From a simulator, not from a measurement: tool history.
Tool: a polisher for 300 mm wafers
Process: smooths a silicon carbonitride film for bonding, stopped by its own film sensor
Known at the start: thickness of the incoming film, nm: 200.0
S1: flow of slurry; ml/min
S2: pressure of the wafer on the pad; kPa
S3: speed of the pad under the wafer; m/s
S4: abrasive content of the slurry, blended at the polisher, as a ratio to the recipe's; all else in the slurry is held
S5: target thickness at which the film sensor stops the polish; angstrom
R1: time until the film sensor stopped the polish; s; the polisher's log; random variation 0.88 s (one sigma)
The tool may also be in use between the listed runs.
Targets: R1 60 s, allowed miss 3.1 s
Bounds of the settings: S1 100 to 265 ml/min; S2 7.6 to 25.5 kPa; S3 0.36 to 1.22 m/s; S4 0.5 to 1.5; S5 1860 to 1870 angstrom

run  hour   S1    S2    S3    S4    S5      R1
  1     0  170  16.5  0.78     1  1860  44.526
  2   4.8  170  15.2  0.78     1  1860  48.144
  3   8.8  170  14.5  0.78     1  1860  50.391
  4  16.9  170  13.8  0.78     1  1860  52.021
  5    24  170  13.8  0.94     1  1860   47.37
  6  24.8  170  13.8  0.94  1.15  1860  43.623
  7  25.4  170  12.4  0.92  1.15  1860   49.67
  8    30  170  11.7  0.92  1.15  1860  51.048
  9  31.5  170    11  0.92  1.15  1860  54.724

5 next moves are on the table. One of them brings every result within its allowed miss. Which?
  A    33  175  11.7  0.94   1.2  1870   ?
  B    33  210    11  1.04  1.05  1870   ?
  C    33  160   8.3  1.16   1.1  1860   ?
  D    33  170  12.4  0.76  1.15  1870   ?
  E    33  160    11  0.96  1.05  1860   ?

move      R1
   A  47.685
   B  46.926
   C  60.685
   D  54.562
   E  56.155
A: further off than the last run
B: further off than the last run
C: meets every target
D: as far off as the last run
E: nearer than the last run, and not there yet
Answer: C
